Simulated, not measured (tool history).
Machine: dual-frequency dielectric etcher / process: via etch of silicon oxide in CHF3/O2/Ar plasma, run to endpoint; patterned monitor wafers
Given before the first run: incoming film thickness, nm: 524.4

| run | hour | source power (W) | bias power (W) | endpoint time (s) |
|---|---|---|---|---|
| 1 | 0 | 630 | 130 | 281.08 |
| 2 | 5.4 | 700 | 130 | 261.24 |
| 3 | 11.6 | 700 | 111 | 278.99 |
| 4 | 20.6 | 760 | 111 | 265.88 |
| 5 | 25.3 | 820 | 111 | 254.7 |
| 6 | 26.6 | 820 | 125 | 245.41 |
| 7 | 30.8 | 770 | 123 | 253.03 |
| 8 | 37.1 | 730 | 122 | 263.57 |
|  | 39.7 | source power generator calibrated |
| 9 | 39.7 | 700 | 121 | 262.22 |
| 10 | 48.4 | 660 | 119 | 271.99 |
| 11 | 54.6 | 630 | 117 | 280.95 |
| 12 | 62.3 | 610 | 116 | 288.19 |

Estimate the outcome of run 13 from the log above:
| 13 | 64.3 | 600 | 116 | ? |

{"run 13": {"endpoint time (s)": 290.52}}
